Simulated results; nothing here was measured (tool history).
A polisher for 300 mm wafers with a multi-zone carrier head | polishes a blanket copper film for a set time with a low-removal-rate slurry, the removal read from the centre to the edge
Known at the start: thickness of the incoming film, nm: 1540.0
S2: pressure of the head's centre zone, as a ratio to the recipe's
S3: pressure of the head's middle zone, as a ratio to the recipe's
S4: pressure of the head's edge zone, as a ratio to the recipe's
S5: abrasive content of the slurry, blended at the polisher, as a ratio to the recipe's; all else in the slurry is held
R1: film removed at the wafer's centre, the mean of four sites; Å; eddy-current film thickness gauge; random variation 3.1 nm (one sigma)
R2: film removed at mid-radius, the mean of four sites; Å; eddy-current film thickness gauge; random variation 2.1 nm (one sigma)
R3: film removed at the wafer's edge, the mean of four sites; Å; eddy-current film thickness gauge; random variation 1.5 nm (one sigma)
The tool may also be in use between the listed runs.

{"run": 1, "hour": 0.0, "flow of slurry (ml/min)": 270, "S2": 1, "S3": 1, "S4": 1, "S5": 1, "polishing time (s)": 53, "R1": 1769.1, "R2": 1806.4, "R3": 1783.9}
{"run": 2, "hour": 0.8, "flow of slurry (ml/min)": 270, "S2": 1, "S3": 1, "S4": 1, "S5": 1, "polishing time (s)": 41, "R1": 1367.6, "R2": 1389.7, "R3": 1365.4}
{"run": 3, "hour": 3.8, "flow of slurry (ml/min)": 280, "S2": 1.03, "S3": 1.03, "S4": 1.01, "S5": 1.05, "polishing time (s)": 44, "R1": 1516.1, "R2": 1548.1, "R3": 1522.8}
{"run": 4, "hour": 5.4, "flow of slurry (ml/min)": 280, "S2": 1.03, "S3": 1.03, "S4": 1.01, "S5": 0.85, "polishing time (s)": 44, "R1": 1468.5, "R2": 1477.9, "R3": 1438.1}
{"run": 5, "hour": 7.9, "flow of slurry (ml/min)": 280, "S2": 0.97, "S3": 1.03, "S4": 1.01, "S5": 0.85, "polishing time (s)": 44, "R1": 1387.4, "R2": 1477.9, "R3": 1450.8}
{"run": 6, "hour": 9.1, "flow of slurry (ml/min)": 280, "S2": 0.97, "S3": 1.03, "S4": 0.95, "S5": 0.85, "polishing time (s)": 44, "R1": 1404, "R2": 1474.1, "R3": 1400}
{"run": 7, "hour": 9.8, "flow of slurry (ml/min)": 290, "S2": 1, "S3": 1.05, "S4": 0.94, "S5": 0.95, "polishing time (s)": 47, "R1": 1570.8, "R2": 1673.1, "R3": 1522.5}
{"run": 8, "hour": 18.7, "flow of slurry (ml/min)": 300, "S2": 1.03, "S3": 1.05, "S4": 0.94, "S5": 1.05, "polishing time (s)": 49, "R1": 1679.9, "R2": 1779.7, "R3": 1640}
{"run": 9, "hour": 27.4, "flow of slurry (ml/min)": 290, "S2": 1.05, "S3": 1.05, "S4": 0.92, "S5": 1.1, "polishing time (s)": 52, "R1": 1799.3, "R2": 1871.3, "R3": 1717.4}
{"run": 10, "hour": 32.9, "flow of slurry (ml/min)": 300, "S2": 1.07, "S3": 1.05, "S4": 0.9, "S5": 1.15, "polishing time (s)": 54, "R1": 1982.7, "R2": 2001.2, "R3": 1798.3}
{"run": 11, "hour": 36.8, "flow of slurry (ml/min)": 310, "S2": 1.09, "S3": 1.06, "S4": 0.9, "S5": 1.2, "polishing time (s)": 55, "R1": 2065.7, "R2": 2078.7, "R3": 1853.8}
{"run": 12, "hour": 42.3, "flow of slurry (ml/min)": 320, "S2": 1.1, "S3": 1.07, "S4": 0.9, "S5": 1.25, "polishing time (s)": 56, "R1": 2123.7, "R2": 2142.7, "R3": 1906.8}
{"run": 13, "hour": 50.4, "flow of slurry (ml/min)": 325, "S2": 1.11, "S3": 1.08, "S4": 0.9, "S5": 1.3, "polishing time (s)": 57, "R1": 2187.3, "R2": 2213.4, "R3": 1962.8}
{"run": 14, "hour": 51.5, "flow of slurry (ml/min)": 330, "S2": 1.12, "S3": 1.09, "S4": 0.9, "S5": 1.35, "polishing time (s)": 58, "R1": 2279.2, "R2": 2270.4, "R3": 2019.9}

Run 15 comes next. What will it give?
{"run": 15, "hour": 55.1, "flow of slurry (ml/min)": 335, "S2": 1.13, "S3": 1.1, "S4": 0.9, "S5": 1.35, "polishing time (s)": 59, "R1": "?", "R2": "?", "R3": "?"}

R1: 2299.7 Å
R2: 2328.4 Å
R3: 2058 Å
